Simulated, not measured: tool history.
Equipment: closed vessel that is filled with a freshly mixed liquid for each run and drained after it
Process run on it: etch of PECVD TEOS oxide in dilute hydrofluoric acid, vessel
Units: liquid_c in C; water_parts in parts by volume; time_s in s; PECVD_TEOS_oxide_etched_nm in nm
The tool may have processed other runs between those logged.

run 1 hour=0 | liquid_c=20 water_parts=195 time_s=235 | PECVD_TEOS_oxide_etched_nm=28.845
run 2 hour=6.1 | liquid_c=17.5 water_parts=195 time_s=235 | PECVD_TEOS_oxide_etched_nm=26.013
run 3 hour=13.1 | liquid_c=20 water_parts=195 time_s=235 | PECVD_TEOS_oxide_etched_nm=29.346
run 4 hour=15.4 | liquid_c=22.5 water_parts=195 time_s=235 | PECVD_TEOS_oxide_etched_nm=32.076
run 5 hour=19.5 | liquid_c=21.5 water_parts=200 time_s=235 | PECVD_TEOS_oxide_etched_nm=29.824
run 6 hour=25.3 | liquid_c=20.5 water_parts=200 time_s=235 | PECVD_TEOS_oxide_etched_nm=28.98
run 7 hour=30.4 | liquid_c=20 water_parts=205 time_s=235 | PECVD_TEOS_oxide_etched_nm=27.488

Run 8 has not been measured yet. What should we expect?
run 8 hour=35.2 | liquid_c=19.5 water_parts=205 time_s=235 | PECVD_TEOS_oxide_etched_nm=?

Run 8 came out at PECVD_TEOS_oxide_etched_nm 26.954 nm.
